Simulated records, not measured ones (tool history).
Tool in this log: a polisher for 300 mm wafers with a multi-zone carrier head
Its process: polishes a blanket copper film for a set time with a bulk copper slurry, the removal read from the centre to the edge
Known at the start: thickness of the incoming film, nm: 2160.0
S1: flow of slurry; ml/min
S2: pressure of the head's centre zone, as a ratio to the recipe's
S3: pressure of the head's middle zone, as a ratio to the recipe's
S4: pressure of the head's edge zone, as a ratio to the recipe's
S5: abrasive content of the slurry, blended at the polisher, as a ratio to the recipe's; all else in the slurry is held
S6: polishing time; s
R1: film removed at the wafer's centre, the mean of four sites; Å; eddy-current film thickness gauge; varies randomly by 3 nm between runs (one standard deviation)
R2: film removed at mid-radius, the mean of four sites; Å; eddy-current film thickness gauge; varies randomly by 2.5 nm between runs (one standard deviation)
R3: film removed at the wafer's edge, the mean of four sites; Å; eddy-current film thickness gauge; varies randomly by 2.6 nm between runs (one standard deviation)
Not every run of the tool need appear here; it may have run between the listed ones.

run  hour   S1    S2    S3    S4    S5  S6      R1      R2      R3
  1   0.0  185  1.00  1.00  1.00  1.00  50  2447.0  2487.1  2553.1
  2   7.9  185  1.00  1.00  1.00  1.00  38  1908.7  1892.7  1970.5
  3  11.8  195  0.99  1.04  1.04  1.10  41  2092.3  2162.4  2189.1
  4  13.1  195  0.99  1.04  1.04  0.90  41  1987.2  2031.1  2073.1
  5  18.6  195  0.98  1.06  1.06  1.05  44  2209.7  2354.4  2364.1
  6  25.2  200  0.97  1.08  1.09  1.15  45  2323.6  2463.7  2535.9
  7  29.9  210  0.96  1.11  1.10  1.25  46  2394.6  2641.8  2668.3
  8  37.6  215  0.96  1.13  1.10  1.30  47  2466.1  2802.6  2754.6
  9  39.1  225  0.96  1.14  1.11  1.35  47  2542.3  2861.0  2787.2
 10  41.9  230  0.95  1.15  1.12  1.40  47  2521.3  2914.8  2893.7
 11  47.8  235  0.95  1.16  1.12  1.40  47  2597.4  2986.5  2920.3
 12  48.4  245  0.94  1.17  1.12  1.40  47  2565.9  2982.0  2874.4

Run 13 is up next; what results do you expect?
 13  53.2  245  0.94  1.17  1.12  1.40  48   ?   ?   ?

R1: 2561.6 Å
R2: 3005.1 Å
R3: 2966.6 Å
